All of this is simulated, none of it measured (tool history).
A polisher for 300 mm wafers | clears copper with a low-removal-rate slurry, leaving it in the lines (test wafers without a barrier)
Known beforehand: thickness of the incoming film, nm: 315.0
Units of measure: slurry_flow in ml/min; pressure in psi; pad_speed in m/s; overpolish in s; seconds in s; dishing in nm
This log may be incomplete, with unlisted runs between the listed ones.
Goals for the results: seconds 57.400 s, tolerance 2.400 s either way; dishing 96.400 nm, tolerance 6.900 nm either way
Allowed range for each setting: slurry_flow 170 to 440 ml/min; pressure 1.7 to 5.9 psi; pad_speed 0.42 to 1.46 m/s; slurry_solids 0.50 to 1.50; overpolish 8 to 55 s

run  hour  slurry_flow  pressure  pad_speed  slurry_solids  overpolish  seconds  dishing
  1   0.0          280       3.8       0.94           1.00          28   80.217   65.073
  2   7.0          280       4.2       0.94           1.00          30   74.347   71.835
  3  15.2          280       4.5       0.94           1.00          31   67.324   78.056
  4  23.8          280       4.5       0.94           0.80          31   70.612   75.289
  5  32.0          280       5.0       0.94           0.80          31   64.004   78.588
  6  34.0          280       5.0       0.94           0.80          22   63.837   63.684
  7  36.7          280       5.1       0.94           0.80          26   62.562   72.585
  8  40.8          280       5.2       0.94           0.80          29   61.916   78.543

Which of these 4 next moves meets every target?
  A  44.9          310       5.1       0.98           0.85          25        ?        ?
  B  44.9          265       5.1       0.76           1.20          24        ?        ?
  C  44.9          260       5.1       0.96           0.75          22        ?        ?
  D  44.9          390       5.3       1.02           0.60          37        ?        ?

move  seconds  dishing
   A   59.009   74.954
   B   68.689   65.925
   C   62.116   66.546
   D   57.316   95.547
A: the biggest miss grows against the last run
B: the biggest miss grows against the last run
C: the biggest miss grows against the last run
D: all results in spec
D meets every target.
